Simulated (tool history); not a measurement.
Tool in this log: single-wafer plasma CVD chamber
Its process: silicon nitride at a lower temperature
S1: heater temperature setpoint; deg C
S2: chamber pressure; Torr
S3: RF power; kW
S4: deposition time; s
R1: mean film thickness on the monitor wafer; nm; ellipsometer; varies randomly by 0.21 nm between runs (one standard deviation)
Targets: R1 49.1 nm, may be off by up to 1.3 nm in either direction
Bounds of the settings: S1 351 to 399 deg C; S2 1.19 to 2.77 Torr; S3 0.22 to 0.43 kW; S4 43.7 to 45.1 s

run  hour   S1    S2     S3    S4      R1
  1     0  375  1.98  0.325  43.7  56.874
  2   4.2  375  1.88  0.315  43.7  54.728
  3   4.7  375  1.88  0.345  43.7  58.172
  4   5.5  375  1.88  0.345  45.1  59.839
  5   9.4  375  1.78   0.33  44.9  57.139
  6  15.8  375  1.78  0.355  44.9  59.871
  7  16.4  375   1.7   0.34  44.7  57.391
  8  17.5  375  1.63   0.33  44.5  56.037

Consider the 5 candidate settings below. Which is the only one whose results all fall within their allowed miss of target?
  A  18.6  375   1.6  0.285  43.7   ?
  B  18.6  369  1.45   0.33  43.7   ?
  C  18.6  378  1.82   0.42  45.1   ?
  D  18.6  377  1.68   0.37  45.1   ?
  E  18.6  378  1.53  0.315  43.7   ?

move      R1
   A  49.496
   B  52.883
   C  66.082
   D  60.305
   E  51.943
A: all results in spec
B: nearer the targets than the last run, but a result is still out of spec
C: the biggest miss grows against the last run
D: the biggest miss grows against the last run
E: nearer the targets than the last run, but a result is still out of spec
A meets every target.

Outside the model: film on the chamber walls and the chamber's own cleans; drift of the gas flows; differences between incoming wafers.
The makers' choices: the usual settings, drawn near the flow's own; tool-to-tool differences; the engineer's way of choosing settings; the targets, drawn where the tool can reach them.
